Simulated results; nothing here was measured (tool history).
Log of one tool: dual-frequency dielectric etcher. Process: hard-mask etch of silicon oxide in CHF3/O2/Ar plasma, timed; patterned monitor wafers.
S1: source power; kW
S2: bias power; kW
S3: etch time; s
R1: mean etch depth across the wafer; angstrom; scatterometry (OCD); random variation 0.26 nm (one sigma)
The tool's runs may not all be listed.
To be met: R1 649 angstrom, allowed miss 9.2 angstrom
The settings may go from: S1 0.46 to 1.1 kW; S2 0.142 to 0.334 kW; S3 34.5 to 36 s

| run | hour | S1 | S2 | S3 | R1 |
|---|---|---|---|---|---|
| 1 | 0 | 0.78 | 0.238 | 34.5 | 809.93 |
| 2 | 8.7 | 0.78 | 0.268 | 34.5 | 861.68 |
| 3 | 10.9 | 0.66 | 0.268 | 34.5 | 779.85 |
| 4 | 13.5 | 0.61 | 0.263 | 34.5 | 736.91 |
| 5 | 17.2 | 0.54 | 0.263 | 34.5 | 684.57 |
| 6 | 22.1 | 0.53 | 0.263 | 34.5 | 681 |
| 7 | 28.5 | 0.52 | 0.263 | 34.5 | 669.98 |
| 8 | 31.4 | 0.51 | 0.263 | 34.5 | 659.77 |

Which of these 5 next moves meets every target?
| A | 34.3 | 0.54 | 0.245 | 34.5 | ? |
| B | 34.3 | 0.54 | 0.251 | 34.5 | ? |
| C | 34.3 | 0.46 | 0.271 | 36 | ? |
| D | 34.3 | 0.52 | 0.26 | 34.5 | ? |
| E | 34.3 | 0.48 | 0.282 | 35.5 | ? |

| move | R1 |
|---|---|
| A | 662.34 |
| B | 669.95 |
| C | 649.33 |
| D | 664.56 |
| E | 672.77 |
A: further off than the last run
B: further off than the last run
C: meets every target
D: further off than the last run
E: further off than the last run
The right move is C.
